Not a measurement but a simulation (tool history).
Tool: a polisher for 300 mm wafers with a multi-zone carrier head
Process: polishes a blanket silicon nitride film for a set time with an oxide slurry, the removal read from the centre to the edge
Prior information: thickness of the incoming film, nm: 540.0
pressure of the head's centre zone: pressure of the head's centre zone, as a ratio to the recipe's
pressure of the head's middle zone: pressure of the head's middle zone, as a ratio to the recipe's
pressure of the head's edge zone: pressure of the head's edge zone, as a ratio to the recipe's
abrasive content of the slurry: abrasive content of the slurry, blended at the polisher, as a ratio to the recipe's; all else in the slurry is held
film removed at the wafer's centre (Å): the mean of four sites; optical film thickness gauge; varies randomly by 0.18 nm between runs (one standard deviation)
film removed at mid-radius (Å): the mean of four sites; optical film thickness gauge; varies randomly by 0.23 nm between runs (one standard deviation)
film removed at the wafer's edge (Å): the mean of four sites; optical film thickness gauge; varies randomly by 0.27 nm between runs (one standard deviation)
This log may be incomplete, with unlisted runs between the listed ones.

run,hour,flow of slurry (ml/min),pressure of the head's centre zone,pressure of the head's middle zone,pressure of the head's edge zone,abrasive content of the slurry,polishing time (s),film removed at the wafer's centre (Å),film removed at mid-radius (Å),film removed at the wafer's edge (Å)
1,0.0,280,1.00,1.00,1.00,1.00,33,299.66,322.23,317.56
2,3.7,290,1.03,0.99,0.96,0.90,32,288.63,295.45,284.14
3,11.0,290,1.03,0.95,0.96,0.90,32,288.05,289.70,287.39
4,15.2,290,1.05,0.94,0.93,0.80,32,275.89,278.68,266.68
5,22.6,290,1.09,0.94,0.93,0.80,32,284.19,271.06,272.92
6,26.3,315,1.11,0.94,0.90,0.75,32,289.53,265.17,259.93
7,34.8,325,1.11,0.93,0.88,0.70,32,278.95,257.25,249.26
8,40.8,340,1.12,0.93,0.86,0.65,32,274.22,251.94,239.53

Run 9, settings as shown, results not yet in. Your forecast:
# hour 42.8: centre zone pressure recalibrated
9,42.8,345,1.13,0.93,0.85,0.60,32,?,?,?

Run 9 came out at film removed at the wafer's centre (Å) 280.21, film removed at mid-radius (Å) 239.60, film removed at the wafer's edge (Å) 227.29.

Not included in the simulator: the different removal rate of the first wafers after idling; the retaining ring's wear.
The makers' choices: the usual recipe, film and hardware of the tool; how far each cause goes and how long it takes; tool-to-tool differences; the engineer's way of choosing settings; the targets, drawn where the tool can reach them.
